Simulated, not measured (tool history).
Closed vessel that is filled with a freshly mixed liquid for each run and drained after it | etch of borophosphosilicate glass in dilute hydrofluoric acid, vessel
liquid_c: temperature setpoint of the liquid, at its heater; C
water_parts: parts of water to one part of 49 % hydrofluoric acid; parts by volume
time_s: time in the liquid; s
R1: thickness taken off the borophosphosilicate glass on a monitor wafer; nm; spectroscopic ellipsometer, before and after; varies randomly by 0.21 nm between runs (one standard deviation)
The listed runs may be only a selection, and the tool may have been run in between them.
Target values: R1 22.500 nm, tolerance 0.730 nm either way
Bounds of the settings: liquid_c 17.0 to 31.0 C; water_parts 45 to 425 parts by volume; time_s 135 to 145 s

Run 1, hour 0.0: liquid_c 23.0 C, water_parts 235 parts by volume, time_s 135 s. Result: R1 25.330 nm.
Run 2, hour 2.7: liquid_c 23.0 C, water_parts 235 parts by volume, time_s 145 s. Result: R1 26.991 nm.
Run 3, hour 11.0: liquid_c 22.0 C, water_parts 235 parts by volume, time_s 145 s. Result: R1 26.214 nm.
Run 4, hour 12.8: liquid_c 21.5 C, water_parts 235 parts by volume, time_s 145 s. Result: R1 26.011 nm.
Run 5, hour 16.1: liquid_c 21.5 C, water_parts 235 parts by volume, time_s 145 s. Result: R1 26.106 nm.
Run 6, hour 24.6: liquid_c 21.0 C, water_parts 235 parts by volume, time_s 145 s. Result: R1 25.597 nm.
Run 7, hour 28.6: liquid_c 20.5 C, water_parts 235 parts by volume, time_s 145 s. Result: R1 25.191 nm.
Run 8, hour 36.8: liquid_c 20.0 C, water_parts 235 parts by volume, time_s 145 s. Result: R1 24.416 nm.

Which single option among these 5 for the next run brings every result within its allowed miss of target? Just one does.
Run A, hour 45.0: liquid_c 21.0 C, water_parts 220 parts by volume, time_s 140 s. Result: R1 ?.
Run B, hour 45.0: liquid_c 21.0 C, water_parts 240 parts by volume, time_s 145 s. Result: R1 ?.
Run C, hour 45.0: liquid_c 20.5 C, water_parts 240 parts by volume, time_s 145 s. Result: R1 ?.
Run D, hour 45.0: liquid_c 22.0 C, water_parts 270 parts by volume, time_s 145 s. Result: R1 ?.
Run E, hour 45.0: liquid_c 19.0 C, water_parts 195 parts by volume, time_s 135 s. Result: R1 ?.

move      R1
   A  27.041
   B  25.178
   C  24.711
   D  22.559
   E  27.913
A: lands further from the targets than the last run did
B: lands further from the targets than the last run did
C: lands further from the targets than the last run did
D: hits every target within its allowed miss
E: lands further from the targets than the last run did
Correct choice: D, which meets every target
